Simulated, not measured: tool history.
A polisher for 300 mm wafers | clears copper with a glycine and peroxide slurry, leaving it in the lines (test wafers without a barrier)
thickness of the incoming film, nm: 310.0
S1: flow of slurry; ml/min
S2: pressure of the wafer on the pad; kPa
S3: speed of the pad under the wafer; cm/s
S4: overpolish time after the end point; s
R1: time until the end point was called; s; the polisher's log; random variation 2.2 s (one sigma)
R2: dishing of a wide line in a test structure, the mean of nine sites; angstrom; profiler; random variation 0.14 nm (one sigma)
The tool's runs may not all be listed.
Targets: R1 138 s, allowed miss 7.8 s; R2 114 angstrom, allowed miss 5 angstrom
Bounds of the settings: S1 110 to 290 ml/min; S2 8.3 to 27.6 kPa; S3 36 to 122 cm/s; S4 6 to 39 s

run	day	S1	S2	S3	S4	R1	R2
1	0	185	17.9	78	20	84.666	461.23
2	0.162	165	15.2	72	16	104.58	329.58
3	0.242	200	13.1	64	13	124.59	235.91
4	0.483	225	11.7	62	11	127.49	185.13
5	0.517	225	11.7	62	6	128.69	106.35
6	0.817	225	11.7	50	6	150.81	90.432
7	0.95	215	11.7	52	6	146.38	94.368
8	1.025	215	11.7	54	6	145.37	95.959
9	1.217	215	11.7	56	6	139.05	97.388
10	1.462	215	11.7	58	6	136.72	99.177

Which of these 4 next moves meets every target?
A	1.708	170	9.7	68	7	?	?
B	1.708	185	11.7	68	7	?	?
C	1.708	220	11	60	6	?	?
D	1.708	235	14.5	38	7	?	?

move	R1	R2
A	141.7	109.2
B	126.13	122.27
C	139.16	95.969
D	158.09	99.003
A: meets every target
B: takes the result that was furthest off past its target
C: further off than the last run
D: as far off as the last run
Answer: A
